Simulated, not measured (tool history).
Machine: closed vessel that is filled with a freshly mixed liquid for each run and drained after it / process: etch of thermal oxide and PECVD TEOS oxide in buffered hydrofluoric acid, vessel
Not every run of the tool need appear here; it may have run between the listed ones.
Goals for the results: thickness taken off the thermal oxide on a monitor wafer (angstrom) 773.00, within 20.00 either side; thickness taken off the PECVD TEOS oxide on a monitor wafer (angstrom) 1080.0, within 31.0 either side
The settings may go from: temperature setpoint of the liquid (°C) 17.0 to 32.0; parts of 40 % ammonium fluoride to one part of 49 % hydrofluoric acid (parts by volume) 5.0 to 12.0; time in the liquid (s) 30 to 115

run,day,temperature setpoint of the liquid (°C),parts of 40 % ammonium fluoride to one part of 49 % hydrofluoric acid (parts by volume),time in the liquid (s),thickness taken off the thermal oxide on a monitor wafer (angstrom),thickness taken off the PECVD TEOS oxide on a monitor wafer (angstrom)
1,0.000,24.0,7.0,60,882.77,1243.6
2,0.308,24.0,7.0,80,1191.00,1664.6
3,0.342,24.0,5.5,80,1462.60,2040.3
4,0.462,24.0,7.5,80,1093.80,1531.0
5,0.600,24.0,7.5,95,1292.40,1824.4
6,0.800,25.5,7.5,95,1406.30,1959.5
7,1.104,23.5,8.0,95,1172.40,1662.5
8,1.362,22.0,8.0,95,1090.00,1525.9
9,1.479,20.5,8.0,95,987.40,1402.8
10,1.583,19.5,8.0,95,959.70,1340.6
11,1.792,19.0,8.0,95,908.28,1298.3
12,2.154,18.5,8.0,95,904.96,1250.8
13,2.433,18.0,8.0,95,874.19,1223.7
14,2.683,17.5,8.0,95,852.37,1167.9
15,2.871,17.5,8.5,95,784.85,1113.0

4 candidate next runs follow, results not yet known. Just one meets every target within its allowed miss. Identify it.
A,3.058,18.5,7.5,80,?,?
B,3.058,19.0,9.0,95,?,?
C,3.058,19.0,8.5,90,?,?
D,3.058,17.0,9.5,105,?,?

move,thickness taken off the thermal oxide on a monitor wafer (angstrom),thickness taken off the PECVD TEOS oxide on a monitor wafer (angstrom)
A,807.13,1115.3
B,809.01,1117.9
C,815.54,1126.9
D,771.56,1066.1
A: moves away from the targets compared with the last run
B: moves away from the targets compared with the last run
C: moves away from the targets compared with the last run
D: hits every target within its allowed miss
The move that meets every target is D.
